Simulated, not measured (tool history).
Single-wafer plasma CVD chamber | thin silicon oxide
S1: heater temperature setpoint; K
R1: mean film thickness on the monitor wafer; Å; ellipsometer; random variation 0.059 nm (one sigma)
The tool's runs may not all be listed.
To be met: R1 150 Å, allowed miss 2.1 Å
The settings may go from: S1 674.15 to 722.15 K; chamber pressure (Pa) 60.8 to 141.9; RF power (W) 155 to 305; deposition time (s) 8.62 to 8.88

{"run": 1, "hour": 0.0, "S1": 698.15, "chamber pressure (Pa)": 101.3, "RF power (W)": 230, "deposition time (s)": 8.62, "R1": 139.38}
{"run": 2, "hour": 6.2, "S1": 698.15, "chamber pressure (Pa)": 103.2, "RF power (W)": 230, "deposition time (s)": 8.62, "R1": 141.78}
{"run": 3, "hour": 12.4, "S1": 698.15, "chamber pressure (Pa)": 89.3, "RF power (W)": 230, "deposition time (s)": 8.62, "R1": 121.98}
{"run": 4, "hour": 13.2, "S1": 708.15, "chamber pressure (Pa)": 89.3, "RF power (W)": 230, "deposition time (s)": 8.62, "R1": 121.14}
{"run": 5, "hour": 13.8, "S1": 708.15, "chamber pressure (Pa)": 89.3, "RF power (W)": 230, "deposition time (s)": 8.62, "R1": 121.12}
{"run": 6, "hour": 15.0, "S1": 708.15, "chamber pressure (Pa)": 94.3, "RF power (W)": 230, "deposition time (s)": 8.62, "R1": 129.24}
{"run": 7, "hour": 22.6, "S1": 708.15, "chamber pressure (Pa)": 97.5, "RF power (W)": 230, "deposition time (s)": 8.62, "R1": 132.13}
{"run": 8, "hour": 30.9, "S1": 708.15, "chamber pressure (Pa)": 114, "RF power (W)": 230, "deposition time (s)": 8.62, "R1": 154.94}

4 next moves are on the table. One of them brings every result within its allowed miss. Which?
{"run": "A", "hour": 39.2, "S1": 705.15, "chamber pressure (Pa)": 113.1, "RF power (W)": 220, "deposition time (s)": 8.88, "R1": "?"}
{"run": "B", "hour": 39.2, "S1": 704.15, "chamber pressure (Pa)": 120.9, "RF power (W)": 210, "deposition time (s)": 8.88, "R1": "?"}
{"run": "C", "hour": 39.2, "S1": 714.15, "chamber pressure (Pa)": 108.4, "RF power (W)": 235, "deposition time (s)": 8.71, "R1": "?"}
{"run": "D", "hour": 39.2, "S1": 704.15, "chamber pressure (Pa)": 117.1, "RF power (W)": 240, "deposition time (s)": 8.62, "R1": "?"}

move=A R1=154.25
move=B R1=158.48
move=C R1=150.99
move=D R1=162.64
A: nearer than the last run, and not there yet
B: further off than the last run
C: meets every target
D: further off than the last run
Move C is the one to make.
